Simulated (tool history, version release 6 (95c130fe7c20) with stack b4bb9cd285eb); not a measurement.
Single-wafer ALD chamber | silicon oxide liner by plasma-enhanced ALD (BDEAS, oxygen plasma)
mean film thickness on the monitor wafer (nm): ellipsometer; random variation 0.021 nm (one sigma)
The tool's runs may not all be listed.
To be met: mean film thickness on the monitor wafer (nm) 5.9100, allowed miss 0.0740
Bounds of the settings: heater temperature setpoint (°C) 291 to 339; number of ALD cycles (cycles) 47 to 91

run	day	heater temperature setpoint (°C)	number of ALD cycles (cycles)	mean film thickness on the monitor wafer (nm)
1	0.000	315	69	6.6421
2	0.217	323	69	6.5723
3	0.454	324	67	6.3644
4	0.721	314	67	6.4859
5	0.775	309	67	6.5302
6	0.996	312	66	6.3729
7	1.171	314	65	6.2534
8	1.250	316	64	6.1614
9	1.475	318	64	6.1453
10	1.775	319	64	6.1375
11	2.142	320	64	6.1026
12	2.333	322	64	6.0871
# day 2.492: thermocouple changed; heater temperature recalibrated
13	2.492	323	64	6.0735
14	2.654	324	64	6.1357

4 next moves are on the table. One of them brings every result within its allowed miss. Which?
A	2.817	323	68	?
B	2.817	319	61	?
C	2.817	320	67	?
D	2.817	329	66	?

move	mean film thickness on the monitor wafer (nm)
A	6.5256
B	5.8924
C	6.4614
D	6.2710
A: further off than the last run
B: meets every target
C: further off than the last run
D: further off than the last run
Answer: B
